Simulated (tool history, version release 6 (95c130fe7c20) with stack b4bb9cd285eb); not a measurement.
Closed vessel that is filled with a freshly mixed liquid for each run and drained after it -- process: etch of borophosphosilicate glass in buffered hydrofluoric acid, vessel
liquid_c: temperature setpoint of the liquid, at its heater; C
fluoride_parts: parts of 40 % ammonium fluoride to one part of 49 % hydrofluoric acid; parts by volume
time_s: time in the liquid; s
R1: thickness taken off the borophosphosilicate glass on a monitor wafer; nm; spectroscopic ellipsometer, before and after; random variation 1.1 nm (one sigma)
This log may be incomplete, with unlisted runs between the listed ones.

Run 1, hour 0: liquid_c 21 C, fluoride_parts 7 parts by volume, time_s 30 s. Result: R1 85.22 nm.
Run 2, hour 5.7: liquid_c 21 C, fluoride_parts 5 parts by volume, time_s 30 s. Result: R1 117.68 nm.
Run 3, hour 13.6: liquid_c 21 C, fluoride_parts 7 parts by volume, time_s 30 s. Result: R1 85.64 nm.
Run 4, hour 17.6: liquid_c 21 C, fluoride_parts 5.5 parts by volume, time_s 30 s. Result: R1 108.15 nm.
Run 5, hour 18.5: liquid_c 18 C, fluoride_parts 5.5 parts by volume, time_s 30 s. Result: R1 91.122 nm.
Run 6, hour 26.2: liquid_c 20 C, fluoride_parts 5.5 parts by volume, time_s 30 s. Result: R1 102.58 nm.

Forecast run 7:
Run 7, hour 32.6: liquid_c 21.5 C, fluoride_parts 5.5 parts by volume, time_s 30 s. Result: R1 ?.

For run 7 the tool returned R1 110.18 nm.
